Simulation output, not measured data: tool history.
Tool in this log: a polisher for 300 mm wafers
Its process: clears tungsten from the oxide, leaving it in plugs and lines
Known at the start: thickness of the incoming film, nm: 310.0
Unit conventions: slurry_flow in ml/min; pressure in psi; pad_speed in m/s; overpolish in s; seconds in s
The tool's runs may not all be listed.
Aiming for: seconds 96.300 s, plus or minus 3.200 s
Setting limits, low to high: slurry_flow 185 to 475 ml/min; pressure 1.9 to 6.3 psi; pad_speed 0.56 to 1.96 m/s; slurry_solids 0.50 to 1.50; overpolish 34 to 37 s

run,hour,slurry_flow,pressure,pad_speed,slurry_solids,overpolish,seconds
1,0.0,305,4.1,1.26,1.00,34,67.488
2,4.0,305,3.9,1.26,1.00,34,70.694
3,6.9,305,3.4,1.26,1.00,34,79.665
4,14.9,305,3.3,1.26,1.00,34,83.380
5,18.8,250,3.3,1.26,1.00,34,83.003
6,27.1,205,3.3,1.26,1.00,34,85.115
7,30.8,205,3.2,1.26,1.00,34,87.094
8,38.5,205,2.7,1.26,1.00,34,102.310
9,40.3,205,2.8,1.26,1.00,34,99.729

Below are 4 possible settings for the next run. Only one of them brings all results inside the allowed miss of their targets. Which is it?
A,42.1,275,2.5,1.54,0.80,34,?
B,42.1,190,2.9,1.26,0.80,34,?
C,42.1,185,3.3,1.18,1.15,37,?
D,42.1,245,3.1,1.30,0.95,37,?

move,seconds
A,97.017
B,104.950
C,88.980
D,89.177
A: every result within its allowed miss
B: misses by more than the last run did
C: moves the result that the last run missed by most past its target, out the other side
D: moves the result that the last run missed by most past its target, out the other side
Answer: A
